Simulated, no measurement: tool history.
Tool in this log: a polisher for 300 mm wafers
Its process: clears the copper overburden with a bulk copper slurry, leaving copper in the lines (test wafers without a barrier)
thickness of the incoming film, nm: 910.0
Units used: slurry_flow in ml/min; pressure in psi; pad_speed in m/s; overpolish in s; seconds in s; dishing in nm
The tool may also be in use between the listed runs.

run 1 day=0.000 | slurry_flow=120 pressure=2.0 pad_speed=1.24 slurry_solids=1.00 overpolish=21 | seconds=146.950 dishing=31.339
run 2 day=0.354 | slurry_flow=120 pressure=2.2 pad_speed=1.26 slurry_solids=1.00 overpolish=18 | seconds=129.100 dishing=31.535
run 3 day=0.492 | slurry_flow=100 pressure=2.2 pad_speed=1.26 slurry_solids=1.00 overpolish=18 | seconds=135.690 dishing=30.698
run 4 day=0.825 | slurry_flow=100 pressure=2.2 pad_speed=1.26 slurry_solids=1.15 overpolish=18 | seconds=128.930 dishing=32.225
run 5 day=1.108 | slurry_flow=100 pressure=2.2 pad_speed=1.26 slurry_solids=1.00 overpolish=18 | seconds=139.800 dishing=31.981
run 6 day=1.404 | slurry_flow=110 pressure=2.3 pad_speed=1.28 slurry_solids=1.00 overpolish=16 | seconds=127.690 dishing=30.484
run 7 day=1.542 | slurry_flow=125 pressure=2.9 pad_speed=1.34 slurry_solids=1.00 overpolish=17 | seconds=94.807 dishing=33.531

For run 8, what comes out?
run 8 day=1.800 | slurry_flow=125 pressure=2.9 pad_speed=1.36 slurry_solids=1.00 overpolish=16 | seconds=? dishing=?

{"run 8": {"seconds": 98.63, "dishing": 33.819}}
